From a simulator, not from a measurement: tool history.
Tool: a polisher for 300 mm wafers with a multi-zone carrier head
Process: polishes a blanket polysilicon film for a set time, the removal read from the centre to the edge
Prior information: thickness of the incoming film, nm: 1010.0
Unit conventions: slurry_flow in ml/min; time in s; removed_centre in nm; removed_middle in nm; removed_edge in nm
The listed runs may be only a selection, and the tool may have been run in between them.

{"run": 1, "hour": 0.0, "slurry_flow": 205, "centre_zone": 1.0, "middle_zone": 1.0, "edge_zone": 1.0, "time": 67, "removed_centre": 315.28, "removed_middle": 377.76, "removed_edge": 366.4}
{"run": 2, "hour": 6.9, "slurry_flow": 215, "centre_zone": 1.03, "middle_zone": 1.02, "edge_zone": 0.99, "time": 69, "removed_centre": 344.99, "removed_middle": 403.21, "removed_edge": 369.32}
{"run": 3, "hour": 13.9, "slurry_flow": 190, "centre_zone": 1.03, "middle_zone": 1.02, "edge_zone": 0.99, "time": 69, "removed_centre": 338.72, "removed_middle": 393.77, "removed_edge": 376.74}
{"run": 4, "hour": 22.1, "slurry_flow": 195, "centre_zone": 1.05, "middle_zone": 1.04, "edge_zone": 1.0, "time": 71, "removed_centre": 349.18, "removed_middle": 408.79, "removed_edge": 385.82}
{"run": 5, "hour": 29.6, "slurry_flow": 205, "centre_zone": 1.07, "middle_zone": 1.05, "edge_zone": 1.0, "time": 73, "removed_centre": 385.67, "removed_middle": 433.35, "removed_edge": 400.37}
{"run": 6, "hour": 31.3, "slurry_flow": 205, "centre_zone": 1.07, "middle_zone": 1.12, "edge_zone": 1.0, "time": 73, "removed_centre": 372.66, "removed_middle": 442.84, "removed_edge": 398.64}
{"run": 7, "hour": 36.7, "slurry_flow": 215, "centre_zone": 1.09, "middle_zone": 1.13, "edge_zone": 1.01, "time": 74, "removed_centre": 385.91, "removed_middle": 465.11, "removed_edge": 406.27}
{"run": 8, "hour": 40.5, "slurry_flow": 225, "centre_zone": 1.11, "middle_zone": 1.12, "edge_zone": 1.01, "time": 75, "removed_centre": 410.47, "removed_middle": 466.7, "removed_edge": 411.59}

Run 9, settings as shown, results not yet in. Your forecast:
{"run": 9, "hour": 42.2, "slurry_flow": 230, "centre_zone": 1.12, "middle_zone": 1.13, "edge_zone": 1.02, "time": 76, "removed_centre": "?", "removed_middle": "?", "removed_edge": "?"}

{"run 9": {"removed_centre": 419.65, "removed_middle": 482.87, "removed_edge": 415.86}}
